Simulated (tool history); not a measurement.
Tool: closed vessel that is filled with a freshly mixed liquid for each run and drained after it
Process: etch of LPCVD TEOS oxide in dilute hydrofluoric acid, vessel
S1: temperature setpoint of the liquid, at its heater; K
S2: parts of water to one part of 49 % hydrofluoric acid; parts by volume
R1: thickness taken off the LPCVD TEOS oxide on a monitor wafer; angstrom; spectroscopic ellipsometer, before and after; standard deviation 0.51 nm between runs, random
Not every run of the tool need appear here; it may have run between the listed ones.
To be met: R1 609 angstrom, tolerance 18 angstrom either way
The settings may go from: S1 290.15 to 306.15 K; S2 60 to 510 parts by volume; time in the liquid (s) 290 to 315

Run 1, hour 0: S1 298.15 K, S2 285 parts by volume, time in the liquid (s) 290. Result: R1 272.22 angstrom.
Run 2, hour 6.7: S1 295.65 K, S2 285 parts by volume, time in the liquid (s) 290. Result: R1 251.57 angstrom.
Run 3, hour 14.2: S1 298.15 K, S2 285 parts by volume, time in the liquid (s) 290. Result: R1 275.93 angstrom.
Run 4, hour 18: S1 301.15 K, S2 285 parts by volume, time in the liquid (s) 290. Result: R1 304.89 angstrom.
Run 5, hour 24.7: S1 301.15 K, S2 245 parts by volume, time in the liquid (s) 290. Result: R1 372.32 angstrom.
Run 6, hour 28.3: S1 301.15 K, S2 245 parts by volume, time in the liquid (s) 290. Result: R1 370.75 angstrom.
Run 7, hour 29.2: S1 302.65 K, S2 225 parts by volume, time in the liquid (s) 290. Result: R1 433.51 angstrom.
Run 8, hour 38.2: S1 306.15 K, S2 170 parts by volume, time in the liquid (s) 290. Result: R1 692.18 angstrom.
Run 9, hour 39.4: S1 305.15 K, S2 170 parts by volume, time in the liquid (s) 290. Result: R1 668.99 angstrom.
Run 10, hour 47.8: S1 304.65 K, S2 170 parts by volume, time in the liquid (s) 290. Result: R1 665.99 angstrom.
Run 11, hour 50.4: S1 304.15 K, S2 170 parts by volume, time in the liquid (s) 290. Result: R1 649.94 angstrom.

Which one of the following 4 next-run settings gets every result inside its allowed miss? There is exactly one.
Run A, hour 53: S1 306.15 K, S2 185 parts by volume, time in the liquid (s) 300. Result: R1 ?.
Run B, hour 53: S1 304.65 K, S2 195 parts by volume, time in the liquid (s) 315. Result: R1 ?.
Run C, hour 53: S1 304.15 K, S2 170 parts by volume, time in the liquid (s) 305. Result: R1 ?.
Run D, hour 53: S1 304.65 K, S2 180 parts by volume, time in the liquid (s) 315. Result: R1 ?.

move      R1
   A  647.07
   B  604.63
   C  681.65
   D  667.79
A: gains on the last run, yet a result remains outside its allowed miss
B: every result lands within tolerance
C: the biggest miss grows against the last run
D: the biggest miss grows against the last run
Go with B: it meets all targets.

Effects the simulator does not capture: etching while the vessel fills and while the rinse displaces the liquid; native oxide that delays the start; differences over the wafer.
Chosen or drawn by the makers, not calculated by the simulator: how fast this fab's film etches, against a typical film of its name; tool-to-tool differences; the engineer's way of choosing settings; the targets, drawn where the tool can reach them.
